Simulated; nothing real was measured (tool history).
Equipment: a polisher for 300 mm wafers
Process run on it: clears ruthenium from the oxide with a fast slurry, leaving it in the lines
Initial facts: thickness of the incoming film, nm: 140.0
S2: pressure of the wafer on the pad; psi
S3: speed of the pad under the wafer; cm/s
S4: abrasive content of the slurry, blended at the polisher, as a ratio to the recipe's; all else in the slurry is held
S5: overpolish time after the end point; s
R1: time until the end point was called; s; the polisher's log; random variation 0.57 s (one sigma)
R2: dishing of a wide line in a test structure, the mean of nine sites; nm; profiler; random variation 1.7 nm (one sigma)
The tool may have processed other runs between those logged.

Run 1, hour 0.0: flow of slurry (ml/min) 260, S2 2.6 psi, S3 86 cm/s, S4 1.0, S5 24 s. Result: R1 44.079 s, R2 51.761 nm.
Run 2, hour 7.7: flow of slurry (ml/min) 325, S2 2.6 psi, S3 86 cm/s, S4 1.0, S5 24 s. Result: R1 41.297 s, R2 52.207 nm.
Run 3, hour 9.5: flow of slurry (ml/min) 325, S2 2.6 psi, S3 64 cm/s, S4 1.0, S5 24 s. Result: R1 54.593 s, R2 43.439 nm.
Run 4, hour 17.2: flow of slurry (ml/min) 375, S2 2.6 psi, S3 64 cm/s, S4 1.0, S5 24 s. Result: R1 54.586 s, R2 43.890 nm.
Run 5, hour 20.0: flow of slurry (ml/min) 405, S2 2.6 psi, S3 64 cm/s, S4 1.0, S5 24 s. Result: R1 53.688 s, R2 43.526 nm.
Run 6, hour 21.5: flow of slurry (ml/min) 405, S2 2.8 psi, S3 64 cm/s, S4 1.0, S5 24 s. Result: R1 50.136 s, R2 43.294 nm.
Run 7, hour 28.7: flow of slurry (ml/min) 405, S2 2.9 psi, S3 66 cm/s, S4 1.0, S5 25 s. Result: R1 48.749 s, R2 49.632 nm.
Run 8, hour 29.3: flow of slurry (ml/min) 405, S2 3.0 psi, S3 68 cm/s, S4 1.0, S5 25 s. Result: R1 47.307 s, R2 50.709 nm.
Run 9, hour 31.5: flow of slurry (ml/min) 405, S2 3.1 psi, S3 70 cm/s, S4 1.0, S5 25 s. Result: R1 43.681 s, R2 51.735 nm.
Run 10, hour 35.2: flow of slurry (ml/min) 405, S2 3.2 psi, S3 72 cm/s, S4 1.0, S5 25 s. Result: R1 42.816 s, R2 55.133 nm.
Run 11, hour 36.4: flow of slurry (ml/min) 405, S2 3.2 psi, S3 72 cm/s, S4 1.0, S5 25 s. Result: R1 41.561 s, R2 52.652 nm.

Run 12 is up next; what results do you expect?
Run 12, hour 41.1: flow of slurry (ml/min) 405, S2 3.9 psi, S3 76 cm/s, S4 1.0, S5 27 s. Result: R1 ?, R2 ?.

{"run 12": {"R1": 34.403, "R2": 69.886}}
